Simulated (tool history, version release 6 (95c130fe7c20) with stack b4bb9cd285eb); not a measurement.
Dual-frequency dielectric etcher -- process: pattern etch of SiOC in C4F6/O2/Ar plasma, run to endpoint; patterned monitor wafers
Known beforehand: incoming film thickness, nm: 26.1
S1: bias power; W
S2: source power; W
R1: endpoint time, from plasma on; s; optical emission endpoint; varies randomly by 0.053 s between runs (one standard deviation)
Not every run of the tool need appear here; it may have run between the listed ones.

run  hour   S1   S2      R1
  1   0.0  486  430  8.4701
  2   1.7  486  370  8.9899
  3   4.8  541  370  8.3757
  4   8.1  607  370  8.0089
  5  10.9  590  370  8.2114
  6  13.6  575  370  8.2122
  7  14.5  561  370  8.3403
  8  19.8  548  370  8.4605
  9  27.9  537  370  8.5007
 10  31.9  526  370  8.6651
 11  33.1  518  370  8.6814

Run 12 comes next. What will it give?
 12  41.3  510  370   ?

{"run 12": {"R1": 8.6639}}
